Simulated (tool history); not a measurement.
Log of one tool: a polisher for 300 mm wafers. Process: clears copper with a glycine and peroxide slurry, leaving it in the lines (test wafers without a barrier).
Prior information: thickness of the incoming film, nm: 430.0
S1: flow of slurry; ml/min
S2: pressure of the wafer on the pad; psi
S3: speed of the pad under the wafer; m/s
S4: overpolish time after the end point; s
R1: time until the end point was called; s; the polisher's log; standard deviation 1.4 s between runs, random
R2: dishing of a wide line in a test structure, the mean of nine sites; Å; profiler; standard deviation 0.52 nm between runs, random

run,day,S1,S2,S3,S4,R1,R2
1,0.000,205,3.4,1.14,18,63.916,496.60
2,0.096,200,3.0,1.06,18,75.195,447.15
3,0.171,195,2.7,1.00,19,87.684,437.53
4,0.533,190,2.5,0.98,19,95.195,428.57
5,0.888,185,2.3,0.96,19,103.700,407.83
6,1.150,185,2.3,0.68,19,133.690,346.06

Expected results for the next run?
7,1.496,180,2.3,0.68,20,?,?

R1: 135.260 s
R2: 351.53 Å
